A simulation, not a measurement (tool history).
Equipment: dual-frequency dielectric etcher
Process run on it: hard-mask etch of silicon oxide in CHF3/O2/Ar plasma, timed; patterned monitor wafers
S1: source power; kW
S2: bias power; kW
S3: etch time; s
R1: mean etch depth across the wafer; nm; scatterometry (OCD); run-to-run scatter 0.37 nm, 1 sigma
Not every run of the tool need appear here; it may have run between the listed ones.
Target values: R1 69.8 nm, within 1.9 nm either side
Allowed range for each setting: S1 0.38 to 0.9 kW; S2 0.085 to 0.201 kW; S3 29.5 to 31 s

{"run": 1, "hour": 0.0, "S1": 0.64, "S2": 0.143, "S3": 29.5, "R1": 60.007}
{"run": 2, "hour": 6.5, "S1": 0.64, "S2": 0.143, "S3": 31, "R1": 62.897}
{"run": 3, "hour": 14.0, "S1": 0.64, "S2": 0.143, "S3": 29.5, "R1": 59.944}
{"run": 4, "hour": 20.4, "S1": 0.56, "S2": 0.143, "S3": 29.5, "R1": 56.945}
{"hour": 24.2, "done": "source power generator calibrated"}
{"run": 5, "hour": 24.2, "S1": 0.56, "S2": 0.124, "S3": 29.5, "R1": 54.046}
{"run": 6, "hour": 32.6, "S1": 0.56, "S2": 0.124, "S3": 29.5, "R1": 54.017}
{"run": 7, "hour": 38.7, "S1": 0.69, "S2": 0.153, "S3": 30.5, "R1": 65.859}
{"run": 8, "hour": 46.4, "S1": 0.71, "S2": 0.155, "S3": 30.5, "R1": 67.557}

Exactly one of the 5 candidate moves below puts every result within its allowed miss. Which one?
{"run": "A", "hour": 54.1, "S1": 0.79, "S2": 0.133, "S3": 30.5, "R1": "?"}
{"run": "B", "hour": 54.1, "S1": 0.75, "S2": 0.143, "S3": 30, "R1": "?"}
{"run": "C", "hour": 54.1, "S1": 0.79, "S2": 0.139, "S3": 29.5, "R1": "?"}
{"run": "D", "hour": 54.1, "S1": 0.77, "S2": 0.145, "S3": 31, "R1": "?"}
{"run": "E", "hour": 54.1, "S1": 0.83, "S2": 0.167, "S3": 30.5, "R1": "?"}

move=A R1=65.849
move=B R1=65.475
move=C R1=64.928
move=D R1=68.788
move=E R1=74.115
A: the biggest miss grows against the last run
B: the biggest miss grows against the last run
C: the biggest miss grows against the last run
D: hits every target within its allowed miss
E: takes the result that was furthest off past its target
D meets every target.

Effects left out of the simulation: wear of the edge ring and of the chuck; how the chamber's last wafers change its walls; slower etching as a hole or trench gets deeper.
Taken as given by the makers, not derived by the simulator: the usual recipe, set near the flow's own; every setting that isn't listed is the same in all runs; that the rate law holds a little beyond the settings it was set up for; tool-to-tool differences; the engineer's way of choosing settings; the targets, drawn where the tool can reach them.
